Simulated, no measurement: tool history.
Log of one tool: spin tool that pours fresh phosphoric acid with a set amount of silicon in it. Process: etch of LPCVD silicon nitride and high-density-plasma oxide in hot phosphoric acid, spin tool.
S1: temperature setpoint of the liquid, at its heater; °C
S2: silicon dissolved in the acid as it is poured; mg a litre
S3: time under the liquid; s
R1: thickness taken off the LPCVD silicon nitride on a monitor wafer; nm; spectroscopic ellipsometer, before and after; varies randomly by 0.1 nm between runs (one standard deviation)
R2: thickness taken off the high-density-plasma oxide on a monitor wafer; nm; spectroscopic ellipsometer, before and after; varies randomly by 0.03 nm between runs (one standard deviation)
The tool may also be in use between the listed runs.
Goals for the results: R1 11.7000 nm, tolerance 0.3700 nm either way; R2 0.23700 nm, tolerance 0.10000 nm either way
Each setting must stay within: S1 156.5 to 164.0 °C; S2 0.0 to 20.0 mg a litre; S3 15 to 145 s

run 1 day=0.000 | S1=159.0 S2=9.0 S3=75 | R1=6.2212 R2=0.14255
run 2 day=0.312 | S1=157.5 S2=9.0 S3=75 | R1=5.8283 R2=0.12920
run 3 day=0.562 | S1=156.5 S2=9.0 S3=75 | R1=5.4926 R2=0.10790
run 4 day=0.779 | S1=156.5 S2=9.0 S3=100 | R1=7.4309 R2=0.16193
run 5 day=0.808 | S1=156.5 S2=10.5 S3=100 | R1=7.3550 R2=0.18936
run 6 day=1.058 | S1=157.5 S2=10.5 S3=100 | R1=7.6856 R2=0.13757
run 7 day=1.342 | S1=159.0 S2=8.5 S3=105 | R1=8.5569 R2=0.18085
run 8 day=1.712 | S1=160.0 S2=8.5 S3=110 | R1=9.4194 R2=0.21550
run 9 day=1.754 | S1=160.0 S2=8.5 S3=110 | R1=9.4332 R2=0.24296
run 10 day=1.804 | S1=160.5 S2=10.5 S3=115 | R1=10.1430 R2=0.23690
run 11 day=1.842 | S1=161.0 S2=11.5 S3=115 | R1=10.2430 R2=0.23418
run 12 day=2.058 | S1=161.5 S2=12.5 S3=115 | R1=10.3160 R2=0.25657
run 13 day=2.254 | S1=160.0 S2=13.0 S3=130 | R1=11.0510 R2=0.23775

Next run, 4 choices. One meets every target within its allowed miss, the rest don't. Which?
run A day=2.450 | S1=161.0 S2=14.0 S3=115 | R1=? R2=?
run B day=2.450 | S1=164.0 S2=0.5 S3=110 | R1=? R2=?
run C day=2.450 | S1=162.5 S2=4.0 S3=110 | R1=? R2=?
run D day=2.450 | S1=161.0 S2=19.0 S3=130 | R1=? R2=?

move=A R1=10.3960 R2=0.18603
move=B R1=11.0040 R2=0.29575
move=C R1=10.4630 R2=0.24760
move=D R1=11.7520 R2=0.18465
A: its largest miss is bigger than the last run's
B: its largest miss is bigger than the last run's
C: its largest miss is bigger than the last run's
D: in spec on every target
So the answer is move D, the one that meets all the targets.
